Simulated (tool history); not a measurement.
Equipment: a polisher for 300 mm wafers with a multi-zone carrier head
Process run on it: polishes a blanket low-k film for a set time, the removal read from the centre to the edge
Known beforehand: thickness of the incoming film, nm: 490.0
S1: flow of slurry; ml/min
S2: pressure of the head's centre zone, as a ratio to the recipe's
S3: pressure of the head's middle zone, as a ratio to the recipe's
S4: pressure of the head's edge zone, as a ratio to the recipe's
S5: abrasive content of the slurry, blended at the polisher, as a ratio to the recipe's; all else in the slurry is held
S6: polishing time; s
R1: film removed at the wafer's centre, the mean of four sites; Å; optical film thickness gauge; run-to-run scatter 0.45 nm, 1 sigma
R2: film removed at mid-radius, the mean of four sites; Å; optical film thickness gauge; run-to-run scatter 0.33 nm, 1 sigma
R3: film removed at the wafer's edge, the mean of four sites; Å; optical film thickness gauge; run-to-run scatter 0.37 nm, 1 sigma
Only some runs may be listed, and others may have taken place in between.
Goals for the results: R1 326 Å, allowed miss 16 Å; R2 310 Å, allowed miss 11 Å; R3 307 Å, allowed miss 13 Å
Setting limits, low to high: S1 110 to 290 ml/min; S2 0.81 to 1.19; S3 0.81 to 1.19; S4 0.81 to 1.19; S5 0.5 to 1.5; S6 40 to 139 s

run 1 day=0 | S1=185 S2=1 S3=1 S4=1 S5=1 S6=89 | R1=224.1 R2=229.63 R3=229.21
run 2 day=0.358 | S1=195 S2=1.04 S3=1.02 S4=1.03 S5=1.15 S6=90 | R1=238.52 R2=249.99 R3=246.25
run 3 day=0.7 | S1=195 S2=1.1 S3=1.02 S4=1.03 S5=1.15 S6=90 | R1=253.2 R2=249.7 R3=241.23
run 4 day=0.908 | S1=200 S2=1.12 S3=1.01 S4=1.04 S5=1.25 S6=93 | R1=270.06 R2=267.16 R3=263.49
run 5 day=1.262 | S1=245 S2=1.12 S3=1.01 S4=1.04 S5=1.25 S6=93 | R1=281.96 R2=274.14 R3=263.01
run 6 day=1.621 | S1=245 S2=1.12 S3=0.95 S4=1.04 S5=1.25 S6=93 | R1=274.73 R2=262.84 R3=269.25
run 7 day=1.775 | S1=245 S2=1.14 S3=0.96 S4=1.04 S5=1.35 S6=94 | R1=292.06 R2=270.23 R3=273.37
run 8 day=2.108 | S1=245 S2=1.14 S3=0.98 S4=1.06 S5=1.4 S6=95 | R1=298.05 R2=280.24 R3=280.78

Exercise: of the 5 proposed moves below, exactly one satisfies all targets within the stated allowed misses. Which move is it?
run A day=2.442 | S1=220 S2=1.19 S3=0.96 S4=1.1 S5=1.5 S6=100 | R1=? R2=? R3=?
run B day=2.442 | S1=245 S2=1.13 S3=0.93 S4=1.02 S5=1.5 S6=102 | R1=? R2=? R3=?
run C day=2.442 | S1=185 S2=0.82 S3=0.89 S4=1.04 S5=1.4 S6=113 | R1=? R2=? R3=?
run D day=2.442 | S1=290 S2=1.19 S3=1.05 S4=0.97 S5=1.4 S6=97 | R1=? R2=? R3=?
run E day=2.442 | S1=280 S2=1.14 S3=1.01 S4=1.08 S5=1.5 S6=99 | R1=? R2=? R3=?

move=A R1=323.53 R2=292.84 R3=308.05
move=B R1=322.49 R2=294.86 R3=308.77
move=C R1=269.53 R2=297.86 R3=328.79
move=D R1=319.09 R2=310.33 R3=286.5
move=E R1=320.37 R2=311.25 R3=309.15
A: closes in on the targets versus the last run, not all within tolerance yet
B: closes in on the targets versus the last run, not all within tolerance yet
C: the biggest miss grows against the last run
D: gets the furthest-off result to its target, but another result is out of tolerance
E: all results in spec
E is the move that brings every result within its allowed miss.

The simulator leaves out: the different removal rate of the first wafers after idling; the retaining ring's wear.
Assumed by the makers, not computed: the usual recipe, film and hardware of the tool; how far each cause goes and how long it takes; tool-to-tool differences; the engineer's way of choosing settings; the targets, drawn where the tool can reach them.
